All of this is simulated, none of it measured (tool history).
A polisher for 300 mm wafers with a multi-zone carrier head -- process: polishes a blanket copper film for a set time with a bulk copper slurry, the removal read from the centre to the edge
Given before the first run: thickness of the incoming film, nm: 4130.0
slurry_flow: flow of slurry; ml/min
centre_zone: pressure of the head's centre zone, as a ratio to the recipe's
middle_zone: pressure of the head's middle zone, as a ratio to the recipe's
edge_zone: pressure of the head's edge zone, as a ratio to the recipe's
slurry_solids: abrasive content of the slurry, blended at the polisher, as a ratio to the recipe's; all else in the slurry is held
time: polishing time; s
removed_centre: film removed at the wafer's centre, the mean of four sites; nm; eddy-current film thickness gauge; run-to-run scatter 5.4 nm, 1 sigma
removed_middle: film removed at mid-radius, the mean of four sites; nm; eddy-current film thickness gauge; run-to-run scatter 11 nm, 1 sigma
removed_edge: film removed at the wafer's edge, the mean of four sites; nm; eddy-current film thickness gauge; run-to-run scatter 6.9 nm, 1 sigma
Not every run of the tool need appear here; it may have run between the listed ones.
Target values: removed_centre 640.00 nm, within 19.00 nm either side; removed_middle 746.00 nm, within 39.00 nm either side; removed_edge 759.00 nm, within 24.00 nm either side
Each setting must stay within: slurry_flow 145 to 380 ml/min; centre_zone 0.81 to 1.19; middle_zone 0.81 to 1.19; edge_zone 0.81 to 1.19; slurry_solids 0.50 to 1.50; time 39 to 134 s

Run 1, hour 0.0: slurry_flow 245 ml/min, centre_zone 1.00, middle_zone 1.00, edge_zone 1.00, slurry_solids 1.00, time 86 s. Result: removed_centre 1045.70 nm, removed_middle 1107.80 nm, removed_edge 1107.20 nm.
Run 2, hour 2.2: slurry_flow 240 ml/min, centre_zone 0.98, middle_zone 0.99, edge_zone 0.98, slurry_solids 0.95, time 84 s. Result: removed_centre 993.97 nm, removed_middle 1034.70 nm, removed_edge 1050.50 nm.
Run 3, hour 11.1: slurry_flow 270 ml/min, centre_zone 0.98, middle_zone 0.99, edge_zone 0.98, slurry_solids 0.95, time 84 s. Result: removed_centre 1018.20 nm, removed_middle 1073.80 nm, removed_edge 1073.00 nm.
Run 4, hour 19.7: slurry_flow 270 ml/min, centre_zone 0.98, middle_zone 0.99, edge_zone 0.91, slurry_solids 0.95, time 84 s. Result: removed_centre 1022.40 nm, removed_middle 1046.30 nm, removed_edge 1052.90 nm.
Run 5, hour 20.5: slurry_flow 270 ml/min, centre_zone 0.98, middle_zone 0.99, edge_zone 0.91, slurry_solids 0.95, time 76 s. Result: removed_centre 912.14 nm, removed_middle 950.80 nm, removed_edge 945.12 nm.
Run 6, hour 29.2: slurry_flow 215 ml/min, centre_zone 0.98, middle_zone 0.99, edge_zone 0.91, slurry_solids 0.95, time 76 s. Result: removed_centre 895.43 nm, removed_middle 938.32 nm, removed_edge 918.90 nm.
Run 7, hour 35.4: slurry_flow 210 ml/min, centre_zone 0.96, middle_zone 0.98, edge_zone 0.91, slurry_solids 0.90, time 75 s. Result: removed_centre 843.19 nm, removed_middle 888.25 nm, removed_edge 903.08 nm.
Run 8, hour 43.2: slurry_flow 205 ml/min, centre_zone 0.95, middle_zone 0.99, edge_zone 0.90, slurry_solids 0.85, time 74 s. Result: removed_centre 802.90 nm, removed_middle 867.03 nm, removed_edge 863.10 nm.
Run 9, hour 45.9: slurry_flow 200 ml/min, centre_zone 0.94, middle_zone 0.99, edge_zone 0.89, slurry_solids 0.80, time 74 s. Result: removed_centre 795.97 nm, removed_middle 856.02 nm, removed_edge 837.81 nm.
Run 10, hour 49.7: slurry_flow 195 ml/min, centre_zone 0.92, middle_zone 0.98, edge_zone 0.89, slurry_solids 0.80, time 74 s. Result: removed_centre 754.53 nm, removed_middle 826.53 nm, removed_edge 845.50 nm.
Run 11, hour 55.3: slurry_flow 190 ml/min, centre_zone 0.91, middle_zone 0.98, edge_zone 0.88, slurry_solids 0.75, time 74 s. Result: removed_centre 728.52 nm, removed_middle 821.35 nm, removed_edge 825.52 nm.
Run 12, hour 57.3: slurry_flow 180 ml/min, centre_zone 0.85, middle_zone 0.91, edge_zone 0.83, slurry_solids 0.55, time 73 s. Result: removed_centre 604.80 nm, removed_middle 686.51 nm, removed_edge 709.39 nm.
Run 13, hour 64.0: slurry_flow 185 ml/min, centre_zone 0.85, middle_zone 0.92, edge_zone 0.84, slurry_solids 0.55, time 73 s. Result: removed_centre 596.78 nm, removed_middle 679.20 nm, removed_edge 711.74 nm.
Run 14, hour 73.1: slurry_flow 185 ml/min, centre_zone 0.85, middle_zone 0.93, edge_zone 0.85, slurry_solids 0.55, time 73 s. Result: removed_centre 608.09 nm, removed_middle 708.32 nm, removed_edge 727.09 nm.
Run 15, hour 79.3: slurry_flow 190 ml/min, centre_zone 0.85, middle_zone 0.93, edge_zone 0.86, slurry_solids 0.55, time 73 s. Result: removed_centre 600.06 nm, removed_middle 703.16 nm, removed_edge 736.57 nm.
Run 16, hour 84.2: slurry_flow 195 ml/min, centre_zone 0.85, middle_zone 0.93, edge_zone 0.86, slurry_solids 0.55, time 73 s. Result: removed_centre 611.76 nm, removed_middle 701.15 nm, removed_edge 728.29 nm.
Run 17, hour 87.8: slurry_flow 225 ml/min, centre_zone 0.86, middle_zone 0.97, edge_zone 0.91, slurry_solids 0.65, time 73 s. Result: removed_centre 667.46 nm, removed_middle 791.01 nm, removed_edge 789.74 nm.
Run 18, hour 88.4: slurry_flow 220 ml/min, centre_zone 0.86, middle_zone 0.97, edge_zone 0.90, slurry_solids 0.65, time 73 s. Result: removed_centre 676.03 nm, removed_middle 784.48 nm, removed_edge 798.06 nm.
Run 19, hour 92.6: slurry_flow 220 ml/min, centre_zone 0.83, middle_zone 0.96, edge_zone 0.85, slurry_solids 0.50, time 72 s. Result: removed_centre 578.98 nm, removed_middle 708.84 nm, removed_edge 698.55 nm.
Run 20, hour 97.4: slurry_flow 220 ml/min, centre_zone 0.83, middle_zone 0.96, edge_zone 0.85, slurry_solids 0.50, time 72 s. Result: removed_centre 576.08 nm, removed_middle 713.42 nm, removed_edge 684.66 nm.
Run 21, hour 104.9: slurry_flow 220 ml/min, centre_zone 0.84, middle_zone 0.96, edge_zone 0.86, slurry_solids 0.50, time 72 s. Result: removed_centre 583.27 nm, removed_middle 706.36 nm, removed_edge 707.18 nm.

Pick the move, out of 5, that brings all results within their allowed miss; only one does.
Run A, hour 112.4: slurry_flow 160 ml/min, centre_zone 0.81, middle_zone 0.89, edge_zone 0.90, slurry_solids 0.50, time 86 s. Result: removed_centre ?, removed_middle ?, removed_edge ?.
Run B, hour 112.4: slurry_flow 195 ml/min, centre_zone 0.88, middle_zone 0.88, edge_zone 0.91, slurry_solids 0.50, time 84 s. Result: removed_centre ?, removed_middle ?, removed_edge ?.
Run C, hour 112.4: slurry_flow 250 ml/min, centre_zone 0.82, middle_zone 0.96, edge_zone 0.85, slurry_solids 0.50, time 66 s. Result: removed_centre ?, removed_middle ?, removed_edge ?.
Run D, hour 112.4: slurry_flow 205 ml/min, centre_zone 0.86, middle_zone 0.83, edge_zone 0.87, slurry_solids 0.50, time 78 s. Result: removed_centre ?, removed_middle ?, removed_edge ?.
Run E, hour 112.4: slurry_flow 250 ml/min, centre_zone 0.84, middle_zone 0.93, edge_zone 0.87, slurry_solids 0.60, time 72 s. Result: removed_centre ?, removed_middle ?, removed_edge ?.

move  removed_centre  removed_middle  removed_edge
   A          640.41          752.16        806.69
   B          709.91          756.93        812.34
   C          541.34          656.07        644.66
   D          649.88          680.80        751.17
   E          646.64          747.85        756.06
A: puts the biggest miss on target and leaves a different result outside tolerance
B: takes the biggest miss from the last run beyond its target
C: misses by more than the last run did
D: puts the biggest miss on target and leaves a different result outside tolerance
E: all results land within tolerance of their targets
E meets every target.
